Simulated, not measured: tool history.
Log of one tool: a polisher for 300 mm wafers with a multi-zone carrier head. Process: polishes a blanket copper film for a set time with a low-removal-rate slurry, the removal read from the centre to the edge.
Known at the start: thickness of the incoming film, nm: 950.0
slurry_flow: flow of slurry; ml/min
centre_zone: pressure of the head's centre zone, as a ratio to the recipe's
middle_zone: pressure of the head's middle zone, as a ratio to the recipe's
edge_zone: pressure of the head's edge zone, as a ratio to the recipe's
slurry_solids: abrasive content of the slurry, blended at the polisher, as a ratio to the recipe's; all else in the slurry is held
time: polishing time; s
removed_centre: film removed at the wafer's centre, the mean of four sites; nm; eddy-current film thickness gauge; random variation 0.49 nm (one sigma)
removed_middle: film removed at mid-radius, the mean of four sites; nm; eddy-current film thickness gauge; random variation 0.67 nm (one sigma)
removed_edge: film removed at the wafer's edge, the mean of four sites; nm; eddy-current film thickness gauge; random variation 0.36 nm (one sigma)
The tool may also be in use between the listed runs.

run	day	slurry_flow	centre_zone	middle_zone	edge_zone	slurry_solids	time	removed_centre	removed_middle	removed_edge
1	0	175	1	1	1	1	31	59.031	57.764	58.146
2	0.25	205	1	1	1	1	31	60.922	58.181	58.508
3	0.288	205	1	1	1	1	26	51.154	48.858	49.413
4	0.454	205	1	1	1	1	30	58.341	57.581	57.302
5	0.8	200	0.98	0.99	1.01	1	30	56.779	55.654	56.633
6	1.083	200	1.06	0.99	1.01	1	30	62.527	56.62	57.274
7	1.246	190	1.03	0.99	1.03	1	30	60.352	55.271	57.581

Run 8 comes next. What will it give?
8	1.533	180	1	1	1.04	1	30	?	?	?

Run 8 gave removed_centre 56.718 nm, removed_middle 56.657 nm, removed_edge 57.403 nm.
